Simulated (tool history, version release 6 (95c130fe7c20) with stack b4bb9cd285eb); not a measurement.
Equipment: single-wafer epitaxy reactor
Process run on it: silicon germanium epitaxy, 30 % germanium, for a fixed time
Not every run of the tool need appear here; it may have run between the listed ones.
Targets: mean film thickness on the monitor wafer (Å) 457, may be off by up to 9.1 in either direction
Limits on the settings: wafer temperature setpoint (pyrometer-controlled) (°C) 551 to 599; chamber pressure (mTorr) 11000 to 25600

run    day  wafer temperature setpoint (pyrometer-controlled) (°C)  chamber pressure (mTorr)  mean film thickness on the monitor wafer (Å)
  1      0                                                     575                     18300                                        367.62
  2  0.192                                                     575                     16000                                        352.38
  3  0.396                                                     581                     16000                                        389.77
  4  0.754                                                     572                     16000                                        333.78
  5  1.104                                                     578                     16000                                        368.19
  6  1.233                                                     578                     18500                                        385.66
  7  1.271                                                     580                     18500                                        402.28
  8  1.508                                                     581                     18500                                        407.56
  9  1.542                                                     582                     18500                                        416.74
 10  1.825                                                     583                     18500                                        421.61
 11  1.862                                                     584                     18500                                        430.81
 12  1.896                                                     585                     18500                                        432.41
 13  2.071                                                     586                     18500                                        441.98

4 next moves are on the table. One of them brings every result within its allowed miss. Which?
  A  2.246                                                     581                     22900                                             ?
  B  2.246                                                     584                     18300                                             ?
  C  2.246                                                     587                     19900                                             ?
  D  2.246                                                     587                     17100                                             ?

move  mean film thickness on the monitor wafer (Å)
   A                                        435.85
   B                                        426.95
   C                                        460.73
   D                                        439.62
A: its largest miss is bigger than the last run's
B: its largest miss is bigger than the last run's
C: each result inside its tolerance
D: its largest miss is bigger than the last run's
C meets every target.
